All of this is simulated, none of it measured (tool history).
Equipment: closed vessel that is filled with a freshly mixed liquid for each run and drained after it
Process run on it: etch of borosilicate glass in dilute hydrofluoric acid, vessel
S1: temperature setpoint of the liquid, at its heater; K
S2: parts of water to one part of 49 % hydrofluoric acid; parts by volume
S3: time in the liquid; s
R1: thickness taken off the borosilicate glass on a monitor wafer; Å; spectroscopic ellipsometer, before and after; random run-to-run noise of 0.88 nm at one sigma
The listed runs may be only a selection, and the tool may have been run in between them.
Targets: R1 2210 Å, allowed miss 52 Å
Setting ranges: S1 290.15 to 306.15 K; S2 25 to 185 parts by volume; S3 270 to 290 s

run 1 day=0 | S1=298.15 S2=105 S3=270 | R1=836.81
run 2 day=0.125 | S1=299.65 S2=105 S3=270 | R1=888.71
run 3 day=0.458 | S1=300.65 S2=95 S3=270 | R1=1032.4
run 4 day=0.792 | S1=301.15 S2=90 S3=270 | R1=1122.9
run 5 day=0.929 | S1=301.65 S2=85 S3=270 | R1=1212.3
run 6 day=1.246 | S1=301.65 S2=85 S3=270 | R1=1212.8
run 7 day=1.608 | S1=305.65 S2=45 S3=270 | R1=2863.1
run 8 day=1.871 | S1=305.15 S2=45 S3=270 | R1=2804.2
run 9 day=2.096 | S1=304.65 S2=45 S3=270 | R1=2758.1
run 10 day=2.392 | S1=304.15 S2=45 S3=270 | R1=2670.3
run 11 day=2.488 | S1=303.65 S2=45 S3=270 | R1=2637.6
run 12 day=2.875 | S1=303.15 S2=45 S3=270 | R1=2592.8
run 13 day=3.117 | S1=302.65 S2=45 S3=270 | R1=2547.4
run 14 day=3.212 | S1=302.15 S2=45 S3=270 | R1=2490.1
run 15 day=3.529 | S1=301.65 S2=45 S3=270 | R1=2423.5
run 16 day=3.842 | S1=301.15 S2=45 S3=270 | R1=2392.7
run 17 day=4.179 | S1=300.65 S2=45 S3=270 | R1=2350.2

Next run, 5 choices. One meets every target within its allowed miss, the rest don't. Which?
run A day=4.517 | S1=299.15 S2=45 S3=270 | R1=?
run B day=4.517 | S1=302.15 S2=50 S3=290 | R1=?
run C day=4.517 | S1=299.65 S2=45 S3=280 | R1=?
run D day=4.517 | S1=299.65 S2=50 S3=280 | R1=?
run E day=4.517 | S1=297.65 S2=40 S3=285 | R1=?

move=A R1=2214.7
move=B R1=2397.2
move=C R1=2343.8
move=D R1=2094.5
move=E R1=2490.1
A: each result inside its tolerance
B: lands further from the targets than the last run did
C: as far off as the last run
D: the result that was furthest off in the last run now lies on the other side of its target
E: lands further from the targets than the last run did
So the answer is move A, the one that meets all the targets.
